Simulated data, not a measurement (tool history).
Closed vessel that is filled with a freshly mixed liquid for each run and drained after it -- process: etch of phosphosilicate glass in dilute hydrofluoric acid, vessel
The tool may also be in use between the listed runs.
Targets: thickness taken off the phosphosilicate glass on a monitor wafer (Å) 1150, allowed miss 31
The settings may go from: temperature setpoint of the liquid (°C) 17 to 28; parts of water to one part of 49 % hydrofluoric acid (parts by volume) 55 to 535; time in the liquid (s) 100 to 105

run    day  temperature setpoint of the liquid (°C)  parts of water to one part of 49 % hydrofluoric acid (parts by volume)  time in the liquid (s)  thickness taken off the phosphosilicate glass on a monitor wafer (Å)
  1      0                                       20                                                                     295                     100                                                                441.51
  2  0.158                                       20                                                                     295                     105                                                                468.03
  3  0.358                                     22.5                                                                     295                     105                                                                515.02
  4  0.504                                     22.5                                                                     370                     105                                                                378.75
  5  0.758                                       24                                                                     305                     105                                                                515.58
  6  1.038                                       27                                                                     305                     105                                                                569.06
  7  1.279                                     27.5                                                                     260                     105                                                                707.44
  8  1.538                                       28                                                                     140                     105                                                                1562.4
  9  1.608                                     25.5                                                                     140                     105                                                                1416.9
 10  1.646                                       24                                                                     140                     105                                                                1342.8
 11  1.829                                       23                                                                     140                     105                                                                1276.8
 12  2.017                                       22                                                                     140                     105                                                                1236.9
 13  2.375                                     21.5                                                                     140                     105                                                                1231.9
 14  2.604                                       21                                                                     140                     105                                                                1192.3

Consider the 5 candidate settings below. Which is the only one whose results all fall within their allowed miss of target?
  A  2.833                                       27                                                                     175                     105                                                                     ?
  B  2.833                                       23                                                                     140                     100                                                                     ?
  C  2.833                                     20.5                                                                     135                     105                                                                     ?
  D  2.833                                       22                                                                     135                     100                                                                     ?
  E  2.833                                     22.5                                                                     145                     105                                                                     ?

move  thickness taken off the phosphosilicate glass on a monitor wafer (Å)
   A                                                                1136.5
   B                                                                  1212
   C                                                                1202.5
   D                                                                1215.4
   E                                                                1198.3
A: all results land within tolerance of their targets
B: moves away from the targets compared with the last run
C: moves away from the targets compared with the last run
D: moves away from the targets compared with the last run
E: moves away from the targets compared with the last run
A meets every target.
